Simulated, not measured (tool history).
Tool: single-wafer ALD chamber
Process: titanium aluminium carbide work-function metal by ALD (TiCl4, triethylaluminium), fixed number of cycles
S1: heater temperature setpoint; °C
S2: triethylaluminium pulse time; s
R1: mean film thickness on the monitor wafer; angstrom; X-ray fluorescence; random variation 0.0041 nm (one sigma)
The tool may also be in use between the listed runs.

{"run": 1, "hour": 0.0, "S1": 315, "S2": 15.99, "R1": 20.75}
{"run": 2, "hour": 1.8, "S1": 325, "S2": 15.99, "R1": 21.767}
{"run": 3, "hour": 6.1, "S1": 325, "S2": 17.72, "R1": 21.869}
{"run": 4, "hour": 9.2, "S1": 325, "S2": 14.94, "R1": 21.788}
{"run": 5, "hour": 16.2, "S1": 332, "S2": 14.94, "R1": 22.549}
{"run": 6, "hour": 17.3, "S1": 323, "S2": 14.51, "R1": 21.578}
{"run": 7, "hour": 21.3, "S1": 323, "S2": 14.51, "R1": 21.486}
{"run": 8, "hour": 22.1, "S1": 316, "S2": 13.96, "R1": 20.821}
{"run": 9, "hour": 24.2, "S1": 311, "S2": 13.71, "R1": 20.395}

Run 10 comes next. What will it give?
{"run": 10, "hour": 32.2, "S1": 307, "S2": 13.56, "R1": "?"}

R1: 19.884 angstrom

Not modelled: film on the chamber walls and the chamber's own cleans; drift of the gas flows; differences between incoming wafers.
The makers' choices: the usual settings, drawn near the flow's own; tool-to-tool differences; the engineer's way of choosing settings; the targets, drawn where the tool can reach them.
